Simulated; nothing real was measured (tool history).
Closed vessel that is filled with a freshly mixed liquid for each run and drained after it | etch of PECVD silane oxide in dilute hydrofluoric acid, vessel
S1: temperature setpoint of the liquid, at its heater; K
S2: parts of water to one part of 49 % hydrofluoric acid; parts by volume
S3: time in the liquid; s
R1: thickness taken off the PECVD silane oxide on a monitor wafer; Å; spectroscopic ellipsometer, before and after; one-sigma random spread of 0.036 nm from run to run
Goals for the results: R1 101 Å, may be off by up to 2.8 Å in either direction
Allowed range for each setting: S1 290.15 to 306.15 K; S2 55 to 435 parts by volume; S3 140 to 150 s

run,hour,S1,S2,S3,R1
1,0,298.15,245,140,168.76
2,5.9,297.15,250,140,159.42
3,15,297.15,250,140,158.96
4,16,296.15,250,140,153.22
5,19.4,296.15,250,140,152.7
6,21.6,295.65,255,140,146.76
7,29.8,295.15,260,140,139.75
8,35.6,294.65,265,140,134.47
9,39.6,294.15,270,140,129.59
10,47.4,293.65,275,140,124.63

Which single option among these 5 for the next run brings every result within its allowed miss of target? Just one does.
A,55.2,292.15,320,140,?
B,55.2,294.15,325,140,?
C,55.2,292.65,325,140,?
D,55.2,293.65,305,140,?
E,55.2,290.15,205,150,?

move,R1
A,96.702
B,101.89
C,96.547
D,108.57
E,165.86
A: the result that was furthest off in the last run now lies on the other side of its target
B: all results in spec
C: the result that was furthest off in the last run now lies on the other side of its target
D: gains on the last run, yet a result remains outside its allowed miss
E: its largest miss is bigger than the last run's
B meets every target.
